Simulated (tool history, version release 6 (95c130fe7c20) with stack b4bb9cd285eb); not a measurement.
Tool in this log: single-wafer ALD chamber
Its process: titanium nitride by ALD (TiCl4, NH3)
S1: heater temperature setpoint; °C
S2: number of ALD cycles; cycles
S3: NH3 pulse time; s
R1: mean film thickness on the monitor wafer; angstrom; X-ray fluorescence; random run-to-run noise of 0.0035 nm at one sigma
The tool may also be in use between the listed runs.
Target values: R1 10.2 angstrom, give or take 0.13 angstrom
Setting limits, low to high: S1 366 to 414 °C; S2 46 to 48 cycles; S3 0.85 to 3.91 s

| run | day | S1 | S2 | S3 | R1 |
|---|---|---|---|---|---|
| 1 | 0 | 390 | 48 | 2.38 | 10.974 |
| 2 | 0.179 | 385 | 48 | 2.38 | 10.916 |
| 3 | 0.396 | 390 | 48 | 2.38 | 10.875 |
| 4 | 0.558 | 391 | 48 | 2.18 | 10.832 |
| 5 | 0.8 | 391 | 46 | 2.18 | 10.382 |
| 6 | 1.079 | 391 | 46 | 2.18 | 10.427 |
| 7 | 1.267 | 391 | 46 | 2.11 | 10.397 |
| 8 | 1.533 | 391 | 46 | 2.05 | 10.349 |
| 9 | 1.871 | 391 | 46 | 2.01 | 10.378 |
| 10 | 2.246 | 381 | 46 | 1.25 | 9.9379 |

4 next moves are on the table. One of them brings every result within its allowed miss. Which?
| A | 2.621 | 373 | 46 | 1 | ? |
| B | 2.621 | 378 | 48 | 1.03 | ? |
| C | 2.621 | 383 | 47 | 0.99 | ? |
| D | 2.621 | 378 | 46 | 1.05 | ? |

| move | R1 |
|---|---|
| A | 9.5978 |
| B | 10.134 |
| C | 9.9655 |
| D | 9.7309 |
A: misses by more than the last run did
B: every result within its allowed miss
C: an improvement on the last run, though not all results are within tolerance
D: misses by more than the last run did
The right move is B.
